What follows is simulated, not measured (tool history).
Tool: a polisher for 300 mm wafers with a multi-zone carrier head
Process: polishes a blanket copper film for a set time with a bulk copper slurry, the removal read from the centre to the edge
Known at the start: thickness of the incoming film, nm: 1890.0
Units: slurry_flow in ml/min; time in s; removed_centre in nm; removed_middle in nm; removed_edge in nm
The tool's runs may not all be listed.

run 1 hour=0.0 | slurry_flow=210 centre_zone=1.00 middle_zone=1.00 edge_zone=1.00 slurry_solids=1.00 time=45 | removed_centre=314.94 removed_middle=327.28 removed_edge=311.93
run 2 hour=8.7 | slurry_flow=210 centre_zone=0.99 middle_zone=0.98 edge_zone=0.98 slurry_solids=0.90 time=44 | removed_centre=298.17 removed_middle=307.51 removed_edge=296.53
run 3 hour=13.3 | slurry_flow=250 centre_zone=0.99 middle_zone=0.98 edge_zone=0.98 slurry_solids=0.90 time=44 | removed_centre=304.70 removed_middle=306.96 removed_edge=301.85
run 4 hour=18.3 | slurry_flow=250 centre_zone=0.99 middle_zone=0.98 edge_zone=0.94 slurry_solids=0.90 time=44 | removed_centre=306.45 removed_middle=311.07 removed_edge=300.37
run 5 hour=20.4 | slurry_flow=200 centre_zone=0.99 middle_zone=0.98 edge_zone=0.94 slurry_solids=0.90 time=44 | removed_centre=296.48 removed_middle=304.31 removed_edge=292.50
run 6 hour=26.7 | slurry_flow=200 centre_zone=0.98 middle_zone=0.98 edge_zone=0.93 slurry_solids=0.85 time=43 | removed_centre=284.45 removed_middle=293.99 removed_edge=282.26
run 7 hour=32.8 | slurry_flow=200 centre_zone=0.97 middle_zone=0.98 edge_zone=0.92 slurry_solids=0.80 time=42 | removed_centre=273.41 removed_middle=289.41 removed_edge=270.57
run 8 hour=36.4 | slurry_flow=200 centre_zone=0.96 middle_zone=0.96 edge_zone=0.91 slurry_solids=0.75 time=41 | removed_centre=258.07 removed_middle=267.47 removed_edge=254.92
run 9 hour=39.0 | slurry_flow=195 centre_zone=0.95 middle_zone=0.95 edge_zone=0.90 slurry_solids=0.70 time=41 | removed_centre=252.24 removed_middle=271.74 removed_edge=250.92

Run 10 comes next. What will it give?
run 10 hour=46.5 | slurry_flow=195 centre_zone=0.95 middle_zone=0.93 edge_zone=0.90 slurry_solids=0.65 time=41 | removed_centre=? removed_middle=? removed_edge=?

{"run 10": {"removed_centre": 248.69, "removed_middle": 257.59, "removed_edge": 256.62}}
